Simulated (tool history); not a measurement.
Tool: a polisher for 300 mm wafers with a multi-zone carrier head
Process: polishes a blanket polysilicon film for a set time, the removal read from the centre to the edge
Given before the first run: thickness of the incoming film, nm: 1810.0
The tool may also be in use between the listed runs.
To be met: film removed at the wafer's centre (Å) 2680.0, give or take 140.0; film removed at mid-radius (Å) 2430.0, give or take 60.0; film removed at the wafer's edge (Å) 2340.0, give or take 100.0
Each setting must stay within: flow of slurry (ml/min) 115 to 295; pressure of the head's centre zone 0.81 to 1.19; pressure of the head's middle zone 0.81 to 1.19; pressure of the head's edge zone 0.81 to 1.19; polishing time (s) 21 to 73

run	day	flow of slurry (ml/min)	pressure of the head's centre zone	pressure of the head's middle zone	pressure of the head's edge zone	polishing time (s)	film removed at the wafer's centre (Å)	film removed at mid-radius (Å)	film removed at the wafer's edge (Å)
1	0.000	190	1.00	1.00	1.00	47	3295.8	3090.6	3045.6
2	0.079	230	1.00	1.00	1.00	47	3371.3	3218.0	3158.1
3	0.188	230	1.00	1.00	1.00	39	2700.8	2688.9	2593.8
4	0.458	230	1.00	0.92	1.00	39	2722.2	2533.1	2627.8
5	0.554	220	1.01	0.93	0.96	39	2830.5	2520.8	2491.7
# day 0.812: edge zone pressure recalibrated
6	0.812	210	1.00	0.93	0.95	39	2695.3	2523.6	2594.8
7	0.854	210	1.02	0.94	0.95	38	2660.3	2480.0	2558.3
8	0.917	240	1.01	0.92	0.90	37	2563.5	2420.9	2460.4

4 candidate next runs follow, results not yet known. Just one meets every target within its allowed miss. Identify it.
A	0.979	250	0.86	0.92	0.94	39	?	?	?
B	0.979	280	0.95	0.81	0.88	39	?	?	?
C	0.979	270	1.17	1.05	0.88	35	?	?	?
D	0.979	210	1.12	1.09	1.00	34	?	?	?

move	film removed at the wafer's centre (Å)	film removed at mid-radius (Å)	film removed at the wafer's edge (Å)
A	2464.6	2586.9	2682.7
B	2762.8	2435.1	2631.1
C	3048.5	2533.9	2348.6
D	2733.9	2439.1	2362.5
A: its largest miss is bigger than the last run's
B: its largest miss is bigger than the last run's
C: brings the result that was furthest off to its target, and leaves another outside
D: meets every target
Correct choice: D, which meets every target
